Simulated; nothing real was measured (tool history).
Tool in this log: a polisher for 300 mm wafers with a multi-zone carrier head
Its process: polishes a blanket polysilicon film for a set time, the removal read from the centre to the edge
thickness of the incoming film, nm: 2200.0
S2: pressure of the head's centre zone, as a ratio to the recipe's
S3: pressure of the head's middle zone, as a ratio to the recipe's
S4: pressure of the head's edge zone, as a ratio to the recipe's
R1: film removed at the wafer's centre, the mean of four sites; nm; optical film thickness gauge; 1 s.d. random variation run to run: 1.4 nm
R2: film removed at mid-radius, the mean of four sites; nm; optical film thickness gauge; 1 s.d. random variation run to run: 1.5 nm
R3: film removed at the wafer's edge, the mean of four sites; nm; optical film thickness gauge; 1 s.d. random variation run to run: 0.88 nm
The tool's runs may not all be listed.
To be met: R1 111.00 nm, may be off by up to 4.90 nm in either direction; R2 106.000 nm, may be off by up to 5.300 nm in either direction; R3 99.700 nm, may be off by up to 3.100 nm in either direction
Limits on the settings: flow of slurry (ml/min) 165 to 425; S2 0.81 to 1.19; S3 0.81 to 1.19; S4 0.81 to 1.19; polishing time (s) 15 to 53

{"run": 1, "day": 0.0, "flow of slurry (ml/min)": 275, "S2": 1.0, "S3": 1.0, "S4": 1.0, "polishing time (s)": 34, "R1": 175.01, "R2": 176.18, "R3": 169.49}
{"run": 2, "day": 0.275, "flow of slurry (ml/min)": 275, "S2": 1.0, "S3": 1.0, "S4": 0.92, "polishing time (s)": 34, "R1": 173.36, "R2": 170.22, "R3": 164.85}
{"run": 3, "day": 0.45, "flow of slurry (ml/min)": 275, "S2": 0.96, "S3": 1.0, "S4": 0.92, "polishing time (s)": 34, "R1": 168.48, "R2": 172.57, "R3": 166.5}
{"run": 4, "day": 0.629, "flow of slurry (ml/min)": 275, "S2": 0.96, "S3": 1.0, "S4": 0.89, "polishing time (s)": 34, "R1": 167.85, "R2": 169.92, "R3": 162.97}
{"run": 5, "day": 0.983, "flow of slurry (ml/min)": 275, "S2": 0.92, "S3": 1.0, "S4": 0.89, "polishing time (s)": 34, "R1": 163.25, "R2": 172.06, "R3": 163.95}
{"run": 6, "day": 1.204, "flow of slurry (ml/min)": 275, "S2": 0.98, "S3": 1.0, "S4": 0.89, "polishing time (s)": 34, "R1": 170.19, "R2": 170.28, "R3": 160.99}
{"run": 7, "day": 1.433, "flow of slurry (ml/min)": 275, "S2": 0.98, "S3": 1.0, "S4": 0.89, "polishing time (s)": 34, "R1": 172.32, "R2": 175.56, "R3": 162.18}
{"run": 8, "day": 1.604, "flow of slurry (ml/min)": 270, "S2": 0.99, "S3": 0.98, "S4": 0.88, "polishing time (s)": 30, "R1": 151.27, "R2": 145.65, "R3": 143.34}
{"run": 9, "day": 1.771, "flow of slurry (ml/min)": 285, "S2": 1.04, "S3": 1.07, "S4": 0.81, "polishing time (s)": 20, "R1": 107.13, "R2": 106.79, "R3": 92.989}
{"run": 10, "day": 2.0, "flow of slurry (ml/min)": 285, "S2": 1.04, "S3": 1.06, "S4": 0.82, "polishing time (s)": 20, "R1": 105.91, "R2": 104.15, "R3": 92.097}
{"run": 11, "day": 2.217, "flow of slurry (ml/min)": 285, "S2": 1.04, "S3": 1.05, "S4": 0.84, "polishing time (s)": 20, "R1": 106.22, "R2": 106.39, "R3": 92.99}
{"run": 12, "day": 2.271, "flow of slurry (ml/min)": 290, "S2": 1.05, "S3": 0.95, "S4": 0.94, "polishing time (s)": 21, "R1": 113.62, "R2": 104.33, "R3": 103.65}

Next run, 5 choices. One meets every target within its allowed miss, the rest don't. Which?
{"run": "A", "day": 2.325, "flow of slurry (ml/min)": 305, "S2": 1.07, "S3": 1.03, "S4": 0.93, "polishing time (s)": 20, "R1": "?", "R2": "?", "R3": "?"}
{"run": "B", "day": 2.325, "flow of slurry (ml/min)": 220, "S2": 1.11, "S3": 0.81, "S4": 0.84, "polishing time (s)": 24, "R1": "?", "R2": "?", "R3": "?"}
{"run": "C", "day": 2.325, "flow of slurry (ml/min)": 290, "S2": 1.0, "S3": 0.96, "S4": 0.99, "polishing time (s)": 22, "R1": "?", "R2": "?", "R3": "?"}
{"run": "D", "day": 2.325, "flow of slurry (ml/min)": 315, "S2": 1.09, "S3": 0.88, "S4": 0.96, "polishing time (s)": 20, "R1": "?", "R2": "?", "R3": "?"}
{"run": "E", "day": 2.325, "flow of slurry (ml/min)": 255, "S2": 0.96, "S3": 0.89, "S4": 0.97, "polishing time (s)": 21, "R1": "?", "R2": "?", "R3": "?"}

move=A R1=109.57 R2=105.500 R3=98.056
move=B R1=129.29 R2=99.487 R3=109.240
move=C R1=113.33 R2=108.800 R3=110.750
move=D R1=111.54 R2=92.758 R3=99.977
move=E R1=102.87 R2=96.049 R3=103.590
A: all results in spec
B: misses by more than the last run did
C: misses by more than the last run did
D: meets the target for the result that was furthest off, but another lies outside its allowed miss
E: misses by more than the last run did
Answer: A
